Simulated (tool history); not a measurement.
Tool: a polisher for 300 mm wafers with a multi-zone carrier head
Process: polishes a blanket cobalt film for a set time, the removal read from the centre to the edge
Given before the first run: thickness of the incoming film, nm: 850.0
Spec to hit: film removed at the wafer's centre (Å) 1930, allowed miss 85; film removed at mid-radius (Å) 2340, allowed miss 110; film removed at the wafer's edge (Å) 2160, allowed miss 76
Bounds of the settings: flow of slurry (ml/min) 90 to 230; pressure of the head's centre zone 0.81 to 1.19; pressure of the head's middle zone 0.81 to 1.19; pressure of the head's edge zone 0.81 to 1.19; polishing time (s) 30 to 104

run    day  flow of slurry (ml/min)  pressure of the head's centre zone  pressure of the head's middle zone  pressure of the head's edge zone  polishing time (s)  film removed at the wafer's centre (Å)  film removed at mid-radius (Å)  film removed at the wafer's edge (Å)
  1      0                      150                                   1                                   1                                 1                  67                                  1707.3                          1745.6                                1763.2
  2  0.125                      150                                   1                                   1                                 1                  56                                  1471.5                          1449.4                                  1477
  3  0.492                      150                                   1                                   1                                 1                  47                                  1215.8                          1228.1                                1238.8
  4  0.746                      155                                0.99                                1.02                              1.02                  51                                  1345.1                          1397.6                                1370.9
  5  1.008                      155                                0.99                                1.02                               1.1                  51                                  1332.7                          1365.8                                1405.5
  6    1.2                      155                                0.99                                1.08                               1.1                  51                                  1359.6                          1402.9                                1421.7
  7  1.342                      160                                0.97                                 1.1                               1.1                  54                                  1410.6                          1536.4                                1485.5
  8  1.696                      165                                0.96                                1.11                              1.11                  57                                  1455.1                          1672.5                                1578.4
  9  1.758                      170                                0.96                                1.11                              1.12                  60                                  1519.8                          1742.7                                1699.8
 10      2                      175                                0.96                                1.12                              1.12                  62                                  1618.7                          1833.7                                  1704
 11  2.258                      175                                0.96                                1.12                              1.12                  64                                  1675.3                          1885.6                                1796.8
 12  2.379                      180                                0.95                                1.13                              1.13                  65                                  1659.2                          1949.8                                1883.6
 13  2.617                      185                                0.95                                1.14                              1.13                  66                                  1715.4                          1986.5                                1867.5
 14  2.954                      185                                0.95                                1.15                              1.14                  67                                  1745.9                          1992.8                                1905.9
 15   3.05                      185                                0.95                                1.16                              1.14                  68                                  1740.8                          2087.5                                1935.1
 16  3.129                      190                                0.95                                1.16                              1.15                  69                                  1768.9                          2109.8                                1982.1
 17  3.396                      190                                0.95                                1.16                              1.15                  70                                  1819.9                          2126.5                                2033.2
 18  3.625                      190                                0.95                                1.16                              1.15                  71                                  1874.1                          2129.4                                2036.7

Which single option among these 4 for the next run brings every result within its allowed miss of target? Just one does.
  A  3.854                      205                                0.91                                1.12                              1.07                  77                                       ?                               ?                                     ?
  B  3.854                      190                                0.97                                1.19                              1.01                  74                                       ?                               ?                                     ?
  C  3.854                      195                                0.87                                1.19                              1.19                  80                                       ?                               ?                                     ?
  D  3.854                      220                                1.16                                1.07                              1.19                  62                                       ?                               ?                                     ?

move  film removed at the wafer's centre (Å)  film removed at mid-radius (Å)  film removed at the wafer's edge (Å)
   A                                  1895.6                          2370.8                                2207.8
   B                                  1922.3                          2376.5                                2051.6
   C                                  1869.5                          2578.8                                2395.3
   D                                  1967.6                          1849.1                                1880.2
A: meets every target
B: gets the furthest-off result to its target, but another result is out of tolerance
C: the result that was furthest off in the last run now lies on the other side of its target
D: further off than the last run
So the answer is move A, the one that meets all the targets.
